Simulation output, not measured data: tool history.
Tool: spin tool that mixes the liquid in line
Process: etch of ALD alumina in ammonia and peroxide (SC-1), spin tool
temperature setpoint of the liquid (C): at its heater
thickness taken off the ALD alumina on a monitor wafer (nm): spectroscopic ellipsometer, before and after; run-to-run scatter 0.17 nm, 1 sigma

run  hour  temperature setpoint of the liquid (C)  parts of 29 % ammonia solution to one part of 30 % peroxide (parts by volume)  time under the liquid (s)  thickness taken off the ALD alumina on a monitor wafer (nm)
  1   0.0                                    56.0                                                                           0.65                        320                                                       28.776
  2   9.0                                    54.0                                                                           0.65                        320                                                       26.361
  3  14.3                                    52.0                                                                           0.65                        320                                                       22.915
  4  18.4                                    57.5                                                                           0.65                        320                                                       31.162
  5  19.6                                    57.5                                                                           0.50                        320                                                       31.031
  6  24.8                                    55.0                                                                           0.50                        320                                                       26.975
  7  33.1                                    53.0                                                                           0.50                        320                                                       23.773

Run 8 has not been measured yet. What should we expect?
  8  37.2                                    52.0                                                                           0.50                        320                                                            ?

thickness taken off the ALD alumina on a monitor wafer (nm): 22.671
